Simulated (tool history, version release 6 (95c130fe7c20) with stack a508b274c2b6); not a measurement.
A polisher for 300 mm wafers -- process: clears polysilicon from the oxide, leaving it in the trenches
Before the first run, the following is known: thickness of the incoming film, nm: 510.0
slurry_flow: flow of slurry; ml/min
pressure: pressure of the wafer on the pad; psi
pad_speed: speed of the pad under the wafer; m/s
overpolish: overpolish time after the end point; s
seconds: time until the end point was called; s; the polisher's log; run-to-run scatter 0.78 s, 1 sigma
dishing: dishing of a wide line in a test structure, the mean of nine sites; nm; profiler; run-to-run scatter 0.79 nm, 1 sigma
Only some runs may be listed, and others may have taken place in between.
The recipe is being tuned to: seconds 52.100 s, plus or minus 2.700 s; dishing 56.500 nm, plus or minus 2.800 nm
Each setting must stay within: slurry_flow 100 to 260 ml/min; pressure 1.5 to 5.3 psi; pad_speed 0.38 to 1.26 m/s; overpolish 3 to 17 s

| run | day | slurry_flow | pressure | pad_speed | overpolish | seconds | dishing |
|---|---|---|---|---|---|---|---|
| 1 | 0.000 | 165 | 3.4 | 0.82 | 9 | 41.860 | 53.824 |
| 2 | 0.162 | 165 | 3.2 | 0.82 | 10 | 42.479 | 55.831 |
| 3 | 0.200 | 165 | 3.0 | 0.82 | 11 | 45.028 | 56.477 |
| 4 | 0.271 | 165 | 2.9 | 0.82 | 11 | 45.647 | 55.582 |
| 5 | 0.475 | 165 | 2.8 | 0.82 | 12 | 46.014 | 56.928 |
| 6 | 0.725 | 165 | 3.6 | 0.82 | 12 | 38.184 | 60.004 |
| 7 | 0.975 | 165 | 3.3 | 0.82 | 12 | 41.642 | 58.830 |
| 8 | 1.283 | 165 | 3.1 | 0.82 | 12 | 43.093 | 58.242 |
| 9 | 1.433 | 165 | 2.9 | 0.82 | 12 | 45.574 | 58.481 |

4 next moves are on the table. One of them brings every result within its allowed miss. Which?
| A | 1.583 | 160 | 3.2 | 0.84 | 10 | ? | ? |
| B | 1.583 | 150 | 2.7 | 0.96 | 14 | ? | ? |
| C | 1.583 | 165 | 2.7 | 0.74 | 17 | ? | ? |
| D | 1.583 | 155 | 2.4 | 0.82 | 13 | ? | ? |

| move | seconds | dishing |
|---|---|---|
| A | 42.372 | 55.424 |
| B | 44.031 | 60.278 |
| C | 50.828 | 60.930 |
| D | 51.984 | 56.495 |
A: further off than the last run
B: further off than the last run
C: the furthest-off result lands on target, but another misses its tolerance
D: each result inside its tolerance
Move D is the one to make.

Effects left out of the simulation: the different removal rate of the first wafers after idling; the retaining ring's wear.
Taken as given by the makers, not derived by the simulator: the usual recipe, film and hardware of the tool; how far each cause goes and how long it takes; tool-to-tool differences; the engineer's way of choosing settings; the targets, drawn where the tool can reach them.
